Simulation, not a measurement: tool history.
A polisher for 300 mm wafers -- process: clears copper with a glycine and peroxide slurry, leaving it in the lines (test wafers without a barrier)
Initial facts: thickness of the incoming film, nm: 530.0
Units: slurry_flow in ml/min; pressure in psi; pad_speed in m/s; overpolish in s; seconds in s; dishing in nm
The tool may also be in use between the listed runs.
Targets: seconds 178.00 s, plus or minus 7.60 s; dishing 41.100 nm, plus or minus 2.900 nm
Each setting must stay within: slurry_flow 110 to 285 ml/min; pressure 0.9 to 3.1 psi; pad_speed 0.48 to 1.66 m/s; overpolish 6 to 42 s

Run 1, day 0.000: slurry_flow 180 ml/min, pressure 2.0 psi, pad_speed 1.06 m/s, overpolish 21 s. Result: seconds 126.89 s, dishing 48.410 nm.
Run 2, day 0.117: slurry_flow 180 ml/min, pressure 2.0 psi, pad_speed 1.06 m/s, overpolish 15 s. Result: seconds 128.81 s, dishing 38.245 nm.
Run 3, day 0.388: slurry_flow 180 ml/min, pressure 2.0 psi, pad_speed 0.82 m/s, overpolish 15 s. Result: seconds 157.29 s, dishing 34.511 nm.
Run 4, day 0.746: slurry_flow 180 ml/min, pressure 2.0 psi, pad_speed 1.08 m/s, overpolish 15 s. Result: seconds 128.23 s, dishing 37.529 nm.
Run 5, day 0.775: slurry_flow 180 ml/min, pressure 1.8 psi, pad_speed 1.08 m/s, overpolish 15 s. Result: seconds 140.19 s, dishing 35.929 nm.
Run 6, day 0.833: slurry_flow 180 ml/min, pressure 1.7 psi, pad_speed 1.06 m/s, overpolish 17 s. Result: seconds 146.29 s, dishing 36.992 nm.
Run 7, day 0.992: slurry_flow 180 ml/min, pressure 1.6 psi, pad_speed 1.04 m/s, overpolish 19 s. Result: seconds 153.59 s, dishing 40.818 nm.
Run 8, day 1.208: slurry_flow 180 ml/min, pressure 1.5 psi, pad_speed 1.04 m/s, overpolish 20 s. Result: seconds 161.29 s, dishing 37.999 nm.

Below are 5 possible settings for the next run. Only one of them brings all results inside the allowed miss of their targets. Which is it?
Run A, day 1.425: slurry_flow 235 ml/min, pressure 1.2 psi, pad_speed 1.36 m/s, overpolish 18 s. Result: seconds ?, dishing ?.
Run B, day 1.425: slurry_flow 180 ml/min, pressure 1.5 psi, pad_speed 1.10 m/s, overpolish 28 s. Result: seconds ?, dishing ?.
Run C, day 1.425: slurry_flow 155 ml/min, pressure 1.8 psi, pad_speed 0.76 m/s, overpolish 28 s. Result: seconds ?, dishing ?.
Run D, day 1.425: slurry_flow 115 ml/min, pressure 1.5 psi, pad_speed 1.08 m/s, overpolish 23 s. Result: seconds ?, dishing ?.
Run E, day 1.425: slurry_flow 220 ml/min, pressure 1.2 psi, pad_speed 1.24 m/s, overpolish 17 s. Result: seconds ?, dishing ?.

move  seconds  dishing
   A   154.59   36.056
   B   156.85   50.381
   C   178.47   47.498
   D   174.36   40.625
   E   165.61   32.837
A: moves away from the targets compared with the last run
B: moves away from the targets compared with the last run
C: puts the biggest miss on target and leaves a different result outside tolerance
D: in spec on every target
E: moves away from the targets compared with the last run
Move D is the one to make.
